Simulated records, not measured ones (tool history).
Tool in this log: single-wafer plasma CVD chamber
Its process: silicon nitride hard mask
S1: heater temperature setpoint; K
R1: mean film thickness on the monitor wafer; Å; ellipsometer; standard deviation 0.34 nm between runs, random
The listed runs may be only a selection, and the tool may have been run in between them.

{"run": 1, "hour": 0.0, "S1": 658.15, "chamber pressure (Torr)": 1.93, "RF power (kW)": 0.35, "deposition time (s)": 67.8, "R1": 968.35}
{"run": 2, "hour": 3.8, "S1": 652.15, "chamber pressure (Torr)": 1.93, "RF power (kW)": 0.35, "deposition time (s)": 67.8, "R1": 974.86}
{"run": 3, "hour": 7.0, "S1": 659.15, "chamber pressure (Torr)": 1.93, "RF power (kW)": 0.35, "deposition time (s)": 67.8, "R1": 970.34}
{"run": 4, "hour": 8.3, "S1": 653.15, "chamber pressure (Torr)": 1.93, "RF power (kW)": 0.35, "deposition time (s)": 67.8, "R1": 974.97}
{"hour": 11.3, "done": "thermocouple changed; heater temperature recalibrated"}
{"run": 5, "hour": 11.3, "S1": 653.15, "chamber pressure (Torr)": 1.93, "RF power (kW)": 0.35, "deposition time (s)": 67.8, "R1": 973.72}
{"run": 6, "hour": 15.3, "S1": 653.15, "chamber pressure (Torr)": 1.93, "RF power (kW)": 0.35, "deposition time (s)": 70, "R1": 1003.9}
{"run": 7, "hour": 16.2, "S1": 653.15, "chamber pressure (Torr)": 2.03, "RF power (kW)": 0.35, "deposition time (s)": 70, "R1": 1021.2}
{"run": 8, "hour": 22.5, "S1": 653.15, "chamber pressure (Torr)": 2.12, "RF power (kW)": 0.35, "deposition time (s)": 70, "R1": 1024.8}
{"run": 9, "hour": 28.9, "S1": 653.15, "chamber pressure (Torr)": 2.2, "RF power (kW)": 0.355, "deposition time (s)": 70, "R1": 1055.7}
{"run": 10, "hour": 34.2, "S1": 653.15, "chamber pressure (Torr)": 2.25, "RF power (kW)": 0.355, "deposition time (s)": 70, "R1": 1064.6}

For run 11, what comes out?
{"run": 11, "hour": 35.3, "S1": 653.15, "chamber pressure (Torr)": 2.29, "RF power (kW)": 0.355, "deposition time (s)": 70, "R1": "?"}

{"run 11": {"R1": 1062.7}}

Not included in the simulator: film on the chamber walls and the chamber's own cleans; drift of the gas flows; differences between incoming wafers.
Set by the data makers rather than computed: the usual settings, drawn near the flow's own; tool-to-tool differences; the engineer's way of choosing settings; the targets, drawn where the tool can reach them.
